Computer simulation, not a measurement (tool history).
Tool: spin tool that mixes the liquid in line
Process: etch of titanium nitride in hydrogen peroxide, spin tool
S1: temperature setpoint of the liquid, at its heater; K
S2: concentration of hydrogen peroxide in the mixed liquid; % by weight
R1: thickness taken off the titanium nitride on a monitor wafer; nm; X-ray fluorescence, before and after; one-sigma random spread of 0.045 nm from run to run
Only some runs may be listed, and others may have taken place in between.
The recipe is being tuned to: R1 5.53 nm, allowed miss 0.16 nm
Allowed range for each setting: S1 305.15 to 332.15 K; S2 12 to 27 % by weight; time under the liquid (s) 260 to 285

{"run": 1, "hour": 0.0, "S1": 316.15, "S2": 18, "time under the liquid (s)": 260, "R1": 3.0431}
{"run": 2, "hour": 7.6, "S1": 312.15, "S2": 18, "time under the liquid (s)": 260, "R1": 2.2171}
{"run": 3, "hour": 14.2, "S1": 314.15, "S2": 18, "time under the liquid (s)": 260, "R1": 2.6542}
{"run": 4, "hour": 15.8, "S1": 316.15, "S2": 18, "time under the liquid (s)": 260, "R1": 3.0645}
{"run": 5, "hour": 18.0, "S1": 316.15, "S2": 18, "time under the liquid (s)": 260, "R1": 3.0654}
{"run": 6, "hour": 22.0, "S1": 316.15, "S2": 18, "time under the liquid (s)": 260, "R1": 3.0301}
{"run": 7, "hour": 26.1, "S1": 317.65, "S2": 18, "time under the liquid (s)": 260, "R1": 3.4416}
{"hour": 34.0, "done": "thermometer replaced"}
{"run": 8, "hour": 34.0, "S1": 318.65, "S2": 18, "time under the liquid (s)": 260, "R1": 4.4393}
{"run": 9, "hour": 39.1, "S1": 321.15, "S2": 18, "time under the liquid (s)": 260, "R1": 5.3311}

Which one of the following 5 next-run settings gets every result inside its allowed miss? There is exactly one.
{"run": "A", "hour": 44.2, "S1": 321.65, "S2": 12.5, "time under the liquid (s)": 260, "R1": "?"}
{"run": "B", "hour": 44.2, "S1": 321.15, "S2": 15.5, "time under the liquid (s)": 260, "R1": "?"}
{"run": "C", "hour": 44.2, "S1": 321.65, "S2": 14.5, "time under the liquid (s)": 285, "R1": "?"}
{"run": "D", "hour": 44.2, "S1": 321.15, "S2": 18.5, "time under the liquid (s)": 270, "R1": "?"}
{"run": "E", "hour": 44.2, "S1": 319.65, "S2": 19.5, "time under the liquid (s)": 275, "R1": "?"}

move=A R1=5.1829
move=B R1=5.2277
move=C R1=5.8606
move=D R1=5.6362
move=E R1=5.1996
A: moves away from the targets compared with the last run
B: moves away from the targets compared with the last run
C: takes the result that was furthest off past its target
D: each result inside its tolerance
E: moves away from the targets compared with the last run
Answer: D
